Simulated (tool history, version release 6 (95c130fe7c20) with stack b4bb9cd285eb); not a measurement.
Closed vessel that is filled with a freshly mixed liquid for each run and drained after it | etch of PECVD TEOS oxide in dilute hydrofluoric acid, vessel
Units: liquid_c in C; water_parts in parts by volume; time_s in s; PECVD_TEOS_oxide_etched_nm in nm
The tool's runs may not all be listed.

| run | day | liquid_c | water_parts | time_s | PECVD_TEOS_oxide_etched_nm |
|---|---|---|---|---|---|
| 1 | 0 | 22 | 40 | 105 | 23.008 |
| 2 | 0.275 | 19 | 40 | 105 | 20.168 |
| 3 | 0.579 | 19 | 40 | 105 | 20.058 |
| 4 | 0.788 | 17 | 40 | 105 | 18.421 |
| 5 | 0.812 | 17 | 40 | 105 | 18.722 |
| 6 | 0.854 | 20 | 40 | 105 | 21.102 |
| 7 | 1.046 | 22.5 | 40 | 105 | 23.668 |
| 8 | 1.154 | 24 | 40 | 105 | 25.488 |

The next listed run, before its measurement:
| 9 | 1.529 | 25.5 | 40 | 105 | ? |

{"run 9": {"PECVD_TEOS_oxide_etched_nm": 26.938}}
